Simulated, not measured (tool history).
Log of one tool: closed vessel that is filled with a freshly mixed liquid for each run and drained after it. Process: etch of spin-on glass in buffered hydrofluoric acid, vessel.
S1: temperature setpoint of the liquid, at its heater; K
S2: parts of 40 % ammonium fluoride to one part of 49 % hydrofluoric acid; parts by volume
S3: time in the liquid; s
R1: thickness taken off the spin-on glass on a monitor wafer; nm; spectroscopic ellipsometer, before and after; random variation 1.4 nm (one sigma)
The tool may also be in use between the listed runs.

run,hour,S1,S2,S3,R1
1,0,296.15,23.5,105,197.42
2,5.8,298.15,23.5,105,222.98
3,9.5,295.15,23.5,105,189.67
4,17.4,295.15,23.5,115,208.02
5,23.2,298.15,23.5,115,248.23
6,28.2,296.65,24,115,218.19
7,35,296.65,24,115,221.62
8,37.9,295.65,24.5,115,207.57
9,45.7,294.65,24.5,115,196.12
10,46.5,293.65,24.5,115,186.57
# hour 48.1: hydrofluoric acid flow meter replaced
11,48.1,293.15,24.5,115,166.44
12,49.1,292.65,24.5,115,163.99
13,53.8,292.15,24.5,115,156.89

Forecast run 14:
14,54.5,291.65,24.5,115,?

R1: 152.98 nm

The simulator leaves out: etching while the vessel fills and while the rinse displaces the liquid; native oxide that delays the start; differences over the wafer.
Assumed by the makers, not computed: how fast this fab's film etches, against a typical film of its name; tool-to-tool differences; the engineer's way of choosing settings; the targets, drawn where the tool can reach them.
